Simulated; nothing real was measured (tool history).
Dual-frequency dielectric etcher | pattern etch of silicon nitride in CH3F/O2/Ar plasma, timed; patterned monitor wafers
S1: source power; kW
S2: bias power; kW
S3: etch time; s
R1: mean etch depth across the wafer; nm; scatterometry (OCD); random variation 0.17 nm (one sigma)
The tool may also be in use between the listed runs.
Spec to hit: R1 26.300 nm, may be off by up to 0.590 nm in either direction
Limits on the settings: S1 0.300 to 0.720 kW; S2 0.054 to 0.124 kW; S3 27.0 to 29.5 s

run	hour	S1	S2	S3	R1
1	0.0	0.510	0.089	29.5	23.077
2	9.0	0.510	0.089	27.0	21.202
3	14.1	0.510	0.077	27.0	19.992
4	15.2	0.600	0.077	27.0	21.185
5	23.3	0.600	0.064	27.0	19.714
6	29.8	0.600	0.071	27.0	20.341
7	31.1	0.620	0.081	27.5	22.247
8	37.6	0.640	0.086	27.5	23.062
9	44.4	0.660	0.091	27.5	23.699
10	48.3	0.670	0.095	27.5	24.263
11	49.7	0.680	0.098	27.5	24.646
12	57.2	0.690	0.101	27.5	25.018
13	62.7	0.700	0.103	27.5	25.479
14	69.6	0.700	0.104	27.5	25.797

Consider the 5 candidate settings below. Which is the only one whose results all fall within their allowed miss of target?
A	76.5	0.660	0.118	28.5	?
B	76.5	0.610	0.095	29.5	?
C	76.5	0.710	0.103	27.0	?
D	76.5	0.640	0.111	28.5	?
E	76.5	0.710	0.104	29.5	?

move	R1
A	27.286
B	25.181
C	25.138
D	26.333
E	27.571
A: carries the result that was furthest off beyond its target, to the other side
B: misses by more than the last run did
C: misses by more than the last run did
D: in spec on every target
E: carries the result that was furthest off beyond its target, to the other side
D meets every target.

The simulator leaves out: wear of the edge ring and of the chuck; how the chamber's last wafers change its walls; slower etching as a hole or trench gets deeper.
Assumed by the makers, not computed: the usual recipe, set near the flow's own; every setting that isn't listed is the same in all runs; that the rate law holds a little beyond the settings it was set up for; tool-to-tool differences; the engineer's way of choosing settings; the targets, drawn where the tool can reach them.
